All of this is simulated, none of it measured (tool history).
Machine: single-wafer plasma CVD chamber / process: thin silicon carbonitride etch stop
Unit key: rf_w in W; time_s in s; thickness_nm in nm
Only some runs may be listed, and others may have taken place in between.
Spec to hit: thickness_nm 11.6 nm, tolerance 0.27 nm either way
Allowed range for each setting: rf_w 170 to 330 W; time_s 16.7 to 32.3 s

Run 1, hour 0: rf_w 250 W, time_s 24.5 s. Result: thickness_nm 14.67 nm.
Run 2, hour 0.6: rf_w 275 W, time_s 24.5 s. Result: thickness_nm 15.247 nm.
Run 3, hour 4.9: rf_w 260 W, time_s 23.7 s. Result: thickness_nm 14.375 nm.
Run 4, hour 13.5: rf_w 250 W, time_s 23.2 s. Result: thickness_nm 13.897 nm.
Run 5, hour 20.9: rf_w 250 W, time_s 25.4 s. Result: thickness_nm 15.054 nm.
Run 6, hour 26.3: rf_w 275 W, time_s 25.4 s. Result: thickness_nm 15.975 nm.
Run 7, hour 33.1: rf_w 260 W, time_s 24.7 s. Result: thickness_nm 14.99 nm.
Run 8, hour 40.3: rf_w 220 W, time_s 21.1 s. Result: thickness_nm 11.939 nm.

Exactly one of the 4 candidate moves below puts every result within its allowed miss. Which one?
Run A, hour 47.5: rf_w 205 W, time_s 23.3 s. Result: thickness_nm ?.
Run B, hour 47.5: rf_w 240 W, time_s 19.8 s. Result: thickness_nm ?.
Run C, hour 47.5: rf_w 220 W, time_s 22.6 s. Result: thickness_nm ?.
Run D, hour 47.5: rf_w 225 W, time_s 21.8 s. Result: thickness_nm ?.

move  thickness_nm
   A        12.628
   B        11.577
   C        12.683
   D        12.367
A: moves away from the targets compared with the last run
B: meets every target
C: moves away from the targets compared with the last run
D: moves away from the targets compared with the last run
So the answer is move B, the one that meets all the targets.
